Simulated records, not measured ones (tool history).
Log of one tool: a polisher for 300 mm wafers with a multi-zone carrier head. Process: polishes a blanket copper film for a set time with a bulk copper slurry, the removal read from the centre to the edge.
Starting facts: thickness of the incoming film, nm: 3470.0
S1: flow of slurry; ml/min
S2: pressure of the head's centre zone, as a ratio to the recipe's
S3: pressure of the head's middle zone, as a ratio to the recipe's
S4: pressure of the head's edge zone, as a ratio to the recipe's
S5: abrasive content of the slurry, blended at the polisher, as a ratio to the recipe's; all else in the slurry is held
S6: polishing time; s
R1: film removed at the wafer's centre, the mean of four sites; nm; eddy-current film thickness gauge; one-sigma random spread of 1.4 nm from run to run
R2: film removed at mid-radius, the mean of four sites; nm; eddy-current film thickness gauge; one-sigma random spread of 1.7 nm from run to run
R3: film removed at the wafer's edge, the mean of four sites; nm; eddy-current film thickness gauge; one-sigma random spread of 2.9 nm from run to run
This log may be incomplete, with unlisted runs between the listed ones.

| run | hour | S1 | S2 | S3 | S4 | S5 | S6 | R1 | R2 | R3 |
|---|---|---|---|---|---|---|---|---|---|---|
| 1 | 0.0 | 310 | 1.00 | 1.00 | 1.00 | 1.00 | 69 | 503.49 | 499.08 | 497.49 |
| 2 | 1.5 | 365 | 1.00 | 1.00 | 1.00 | 1.00 | 69 | 509.38 | 510.62 | 493.79 |
| 3 | 5.5 | 365 | 1.06 | 1.00 | 1.00 | 1.00 | 69 | 544.05 | 509.51 | 507.07 |
| 4 | 13.8 | 365 | 1.06 | 1.00 | 1.00 | 0.80 | 69 | 519.45 | 489.14 | 478.50 |
| 5 | 16.2 | 365 | 1.06 | 1.00 | 1.00 | 0.95 | 69 | 542.43 | 497.40 | 499.67 |
| 6 | 22.5 | 350 | 1.04 | 0.98 | 1.02 | 0.90 | 65 | 487.75 | 458.33 | 464.60 |
| 7 | 23.2 | 335 | 1.02 | 0.96 | 1.03 | 0.85 | 62 | 450.88 | 429.39 | 435.35 |
| 8 | 31.5 | 315 | 1.00 | 0.94 | 1.05 | 0.85 | 59 | 415.54 | 394.17 | 417.87 |
| 9 | 38.1 | 305 | 0.98 | 0.92 | 1.06 | 0.80 | 57 | 388.25 | 365.45 | 402.67 |
| 10 | 46.0 | 300 | 0.96 | 0.91 | 1.05 | 0.75 | 55 | 363.47 | 352.16 | 374.07 |
| 11 | 51.8 | 290 | 0.95 | 0.90 | 1.06 | 0.70 | 53 | 336.40 | 322.14 | 357.09 |
| 12 | 60.0 | 280 | 0.93 | 0.89 | 1.06 | 0.70 | 52 | 322.47 | 315.29 | 352.41 |
| 13 | 64.4 | 240 | 0.84 | 0.81 | 1.02 | 0.50 | 37 | 190.77 | 192.08 | 229.33 |
| 14 | 65.7 | 260 | 0.85 | 0.82 | 1.04 | 0.50 | 37 | 195.64 | 195.12 | 231.85 |
| 15 | 73.3 | 250 | 0.86 | 0.83 | 1.06 | 0.50 | 37 | 198.63 | 197.03 | 233.14 |
| 16 | 79.8 | 260 | 0.86 | 0.84 | 1.08 | 0.55 | 37 | 201.83 | 204.31 | 238.47 |
| 17 | 87.7 | 335 | 0.91 | 0.85 | 1.18 | 0.80 | 39 | 250.38 | 238.46 | 290.76 |
| 18 | 94.4 | 335 | 0.91 | 0.85 | 1.17 | 0.80 | 39 | 251.61 | 241.77 | 285.39 |
| 19 | 98.8 | 335 | 0.90 | 0.85 | 1.17 | 0.80 | 39 | 245.35 | 235.71 | 287.57 |

What will run 20 give?
| 20 | 103.8 | 335 | 0.90 | 0.85 | 1.16 | 0.80 | 39 | ? | ? | ? |

{"run 20": {"R1": 247.37, "R2": 238.93, "R3": 285.29}}
